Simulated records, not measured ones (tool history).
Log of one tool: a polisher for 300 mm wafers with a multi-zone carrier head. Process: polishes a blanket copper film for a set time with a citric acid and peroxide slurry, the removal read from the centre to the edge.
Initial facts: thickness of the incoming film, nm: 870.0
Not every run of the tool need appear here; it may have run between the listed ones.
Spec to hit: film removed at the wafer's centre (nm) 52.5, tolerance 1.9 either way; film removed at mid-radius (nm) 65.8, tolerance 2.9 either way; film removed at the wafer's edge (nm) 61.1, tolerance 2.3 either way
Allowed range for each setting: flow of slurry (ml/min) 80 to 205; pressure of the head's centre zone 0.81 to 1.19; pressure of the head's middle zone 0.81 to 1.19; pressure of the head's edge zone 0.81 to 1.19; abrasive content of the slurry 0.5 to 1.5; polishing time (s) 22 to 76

| run | hour | flow of slurry (ml/min) | pressure of the head's centre zone | pressure of the head's middle zone | pressure of the head's edge zone | abrasive content of the slurry | polishing time (s) | film removed at the wafer's centre (nm) | film removed at mid-radius (nm) | film removed at the wafer's edge (nm) |
|---|---|---|---|---|---|---|---|---|---|---|
| 1 | 0 | 135 | 1 | 1 | 1 | 1 | 49 | 113.3 | 115.17 | 111.69 |
| 2 | 4.4 | 135 | 1 | 1 | 1 | 1 | 43 | 98.326 | 101.41 | 98.552 |
| 3 | 10.6 | 135 | 1 | 1.05 | 1 | 1 | 43 | 99.731 | 105.9 | 98.534 |
| 4 | 11.9 | 135 | 1 | 1.05 | 0.93 | 1 | 43 | 98.393 | 102.07 | 95.318 |
| 5 | 19.2 | 130 | 0.97 | 1.05 | 0.92 | 0.9 | 41 | 88.081 | 96.752 | 87.182 |
| 6 | 26.4 | 130 | 0.97 | 1.01 | 0.92 | 0.9 | 41 | 87.235 | 90.681 | 85.679 |
| 7 | 34.5 | 125 | 0.94 | 1.01 | 0.92 | 0.85 | 40 | 79.246 | 86.147 | 81.273 |
| 8 | 38.1 | 120 | 0.92 | 1.01 | 0.91 | 0.8 | 40 | 76.669 | 86.897 | 78.703 |
| 9 | 45.9 | 90 | 0.82 | 0.92 | 0.98 | 0.55 | 29 | 38.631 | 46.365 | 48.59 |

Which one of the following 4 next-run settings gets every result inside its allowed miss? There is exactly one.
| A | 53.7 | 100 | 0.94 | 0.91 | 0.9 | 0.55 | 37 | ? | ? | ? |
| B | 53.7 | 120 | 0.83 | 0.99 | 0.93 | 0.65 | 33 | ? | ? | ? |
| C | 53.7 | 95 | 0.92 | 0.84 | 0.97 | 0.9 | 32 | ? | ? | ? |
| D | 53.7 | 80 | 0.81 | 0.81 | 1.05 | 0.6 | 38 | ? | ? | ? |

| move | film removed at the wafer's centre (nm) | film removed at mid-radius (nm) | film removed at the wafer's edge (nm) |
|---|---|---|---|
| A | 58.553 | 62.593 | 61.247 |
| B | 52.375 | 66.416 | 61.415 |
| C | 57.975 | 60.491 | 64.8 |
| D | 48.562 | 57.064 | 66.456 |
A: moves the result that the last run missed by most past its target, out the other side
B: all results land within tolerance of their targets
C: moves the result that the last run missed by most past its target, out the other side
D: closer than the last run, but not yet in spec
The move that meets every target is B.
